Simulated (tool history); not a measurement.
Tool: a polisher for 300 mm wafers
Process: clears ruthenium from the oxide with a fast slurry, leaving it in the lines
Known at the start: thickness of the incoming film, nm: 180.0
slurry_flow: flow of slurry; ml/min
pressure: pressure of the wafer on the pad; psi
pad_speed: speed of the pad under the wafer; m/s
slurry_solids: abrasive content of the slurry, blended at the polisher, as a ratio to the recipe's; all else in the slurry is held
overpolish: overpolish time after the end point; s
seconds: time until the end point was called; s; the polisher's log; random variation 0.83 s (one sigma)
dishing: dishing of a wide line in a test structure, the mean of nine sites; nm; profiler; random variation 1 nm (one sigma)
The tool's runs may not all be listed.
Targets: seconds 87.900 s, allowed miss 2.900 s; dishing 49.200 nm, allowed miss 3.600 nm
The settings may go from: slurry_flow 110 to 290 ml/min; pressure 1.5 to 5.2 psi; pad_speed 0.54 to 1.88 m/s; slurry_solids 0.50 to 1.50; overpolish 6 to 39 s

{"run": 1, "hour": 0.0, "slurry_flow": 185, "pressure": 3.3, "pad_speed": 1.2, "slurry_solids": 1.0, "overpolish": 20, "seconds": 35.312, "dishing": 80.645}
{"run": 2, "hour": 6.1, "slurry_flow": 145, "pressure": 3.3, "pad_speed": 1.2, "slurry_solids": 1.0, "overpolish": 20, "seconds": 36.595, "dishing": 76.613}
{"run": 3, "hour": 13.5, "slurry_flow": 140, "pressure": 2.8, "pad_speed": 1.1, "slurry_solids": 1.0, "overpolish": 22, "seconds": 44.906, "dishing": 73.159}
{"run": 4, "hour": 18.8, "slurry_flow": 140, "pressure": 2.4, "pad_speed": 0.98, "slurry_solids": 1.0, "overpolish": 22, "seconds": 55.365, "dishing": 61.21}
{"run": 5, "hour": 25.2, "slurry_flow": 140, "pressure": 2.1, "pad_speed": 0.9, "slurry_solids": 1.0, "overpolish": 23, "seconds": 66.051, "dishing": 57.172}
{"run": 6, "hour": 33.5, "slurry_flow": 140, "pressure": 1.9, "pad_speed": 0.86, "slurry_solids": 1.0, "overpolish": 23, "seconds": 72.925, "dishing": 51.142}
{"run": 7, "hour": 36.7, "slurry_flow": 130, "pressure": 1.5, "pad_speed": 0.78, "slurry_solids": 1.0, "overpolish": 27, "seconds": 94.222, "dishing": 46.546}
{"run": 8, "hour": 41.6, "slurry_flow": 135, "pressure": 1.5, "pad_speed": 0.78, "slurry_solids": 1.0, "overpolish": 27, "seconds": 92.567, "dishing": 47.099}
{"run": 9, "hour": 50.4, "slurry_flow": 140, "pressure": 1.5, "pad_speed": 0.78, "slurry_solids": 1.0, "overpolish": 27, "seconds": 92.392, "dishing": 46.526}

4 next moves are on the table. One of them brings every result within its allowed miss. Which?
{"run": "A", "hour": 59.2, "slurry_flow": 110, "pressure": 1.7, "pad_speed": 0.78, "slurry_solids": 1.0, "overpolish": 27, "seconds": "?", "dishing": "?"}
{"run": "B", "hour": 59.2, "slurry_flow": 155, "pressure": 1.5, "pad_speed": 0.7, "slurry_solids": 1.05, "overpolish": 29, "seconds": "?", "dishing": "?"}
{"run": "C", "hour": 59.2, "slurry_flow": 145, "pressure": 1.5, "pad_speed": 0.86, "slurry_solids": 0.85, "overpolish": 25, "seconds": "?", "dishing": "?"}
{"run": "D", "hour": 59.2, "slurry_flow": 205, "pressure": 1.5, "pad_speed": 0.7, "slurry_solids": 0.95, "overpolish": 27, "seconds": "?", "dishing": "?"}

move=A seconds=87.681 dishing=50.385
move=B seconds=95.596 dishing=49.742
move=C seconds=93.425 dishing=44.614
move=D seconds=96.799 dishing=46.258
A: meets every target
B: further off than the last run
C: further off than the last run
D: further off than the last run
Answer: A
